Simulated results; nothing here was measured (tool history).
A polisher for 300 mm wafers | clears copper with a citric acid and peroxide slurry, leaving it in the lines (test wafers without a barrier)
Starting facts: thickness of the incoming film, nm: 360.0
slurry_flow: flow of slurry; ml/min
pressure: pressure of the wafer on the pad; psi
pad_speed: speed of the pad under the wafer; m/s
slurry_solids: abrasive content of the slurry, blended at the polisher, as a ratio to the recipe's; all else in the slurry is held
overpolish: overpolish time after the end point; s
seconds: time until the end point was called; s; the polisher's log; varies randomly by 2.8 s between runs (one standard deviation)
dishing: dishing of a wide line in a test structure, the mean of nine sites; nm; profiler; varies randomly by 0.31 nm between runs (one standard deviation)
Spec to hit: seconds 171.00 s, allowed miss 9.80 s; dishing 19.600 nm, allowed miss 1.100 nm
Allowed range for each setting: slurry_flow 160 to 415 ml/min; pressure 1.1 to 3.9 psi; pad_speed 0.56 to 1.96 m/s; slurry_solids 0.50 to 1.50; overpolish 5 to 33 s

run	day	slurry_flow	pressure	pad_speed	slurry_solids	overpolish	seconds	dishing
1	0.000	265	2.5	1.26	1.00	17	151.38	29.461
2	0.104	265	2.5	1.26	1.00	16	153.11	28.952
3	0.138	265	2.5	1.26	1.10	16	147.66	28.820
4	0.317	225	2.5	1.26	1.10	16	155.63	28.495
5	0.354	230	2.4	1.26	1.10	15	156.54	25.202
6	0.458	185	2.4	1.26	1.10	15	161.91	25.210
7	0.783	190	2.4	1.26	1.10	15	154.10	25.362
8	1.108	190	2.2	1.26	1.10	14	174.42	21.425

Exercise: of the 5 proposed moves below, exactly one satisfies all targets within the stated allowed misses. Which move is it?
A	1.433	205	2.8	0.92	1.20	15	?	?
B	1.433	175	1.9	1.54	1.05	15	?	?
C	1.433	160	2.4	1.18	1.20	11	?	?
D	1.433	245	2.0	1.20	1.30	16	?	?
E	1.433	190	1.9	1.48	1.15	12	?	?

move	seconds	dishing
A	169.21	23.131
B	163.79	23.467
C	163.50	17.798
D	175.15	23.477
E	163.01	19.209
A: lands further from the targets than the last run did
B: lands further from the targets than the last run did
C: moves the result that the last run missed by most past its target, out the other side
D: lands further from the targets than the last run did
E: hits every target within its allowed miss
Correct choice: E, which meets every target
